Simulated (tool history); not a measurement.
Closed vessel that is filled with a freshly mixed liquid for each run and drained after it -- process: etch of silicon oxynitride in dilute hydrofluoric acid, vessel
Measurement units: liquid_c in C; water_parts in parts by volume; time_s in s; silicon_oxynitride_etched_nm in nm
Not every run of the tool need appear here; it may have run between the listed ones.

Run 1, day 0.000: liquid_c 25.0 C, water_parts 175 parts by volume, time_s 1895 s. Result: silicon_oxynitride_etched_nm 14.180 nm.
Run 2, day 0.262: liquid_c 27.0 C, water_parts 165 parts by volume, time_s 1895 s. Result: silicon_oxynitride_etched_nm 16.492 nm.
Run 3, day 0.392: liquid_c 28.5 C, water_parts 155 parts by volume, time_s 1895 s. Result: silicon_oxynitride_etched_nm 18.904 nm.
Run 4, day 0.600: liquid_c 31.5 C, water_parts 155 parts by volume, time_s 1895 s. Result: silicon_oxynitride_etched_nm 21.580 nm.
Run 5, day 0.896: liquid_c 31.5 C, water_parts 155 parts by volume, time_s 1895 s. Result: silicon_oxynitride_etched_nm 21.493 nm.
Run 6, day 1.296: liquid_c 33.0 C, water_parts 155 parts by volume, time_s 1895 s. Result: silicon_oxynitride_etched_nm 22.747 nm.

Estimate the outcome of run 7 from the log above:
Run 7, day 1.675: liquid_c 33.0 C, water_parts 145 parts by volume, time_s 1895 s. Result: silicon_oxynitride_etched_nm ?.

{"run 7": {"silicon_oxynitride_etched_nm": 24.759}}

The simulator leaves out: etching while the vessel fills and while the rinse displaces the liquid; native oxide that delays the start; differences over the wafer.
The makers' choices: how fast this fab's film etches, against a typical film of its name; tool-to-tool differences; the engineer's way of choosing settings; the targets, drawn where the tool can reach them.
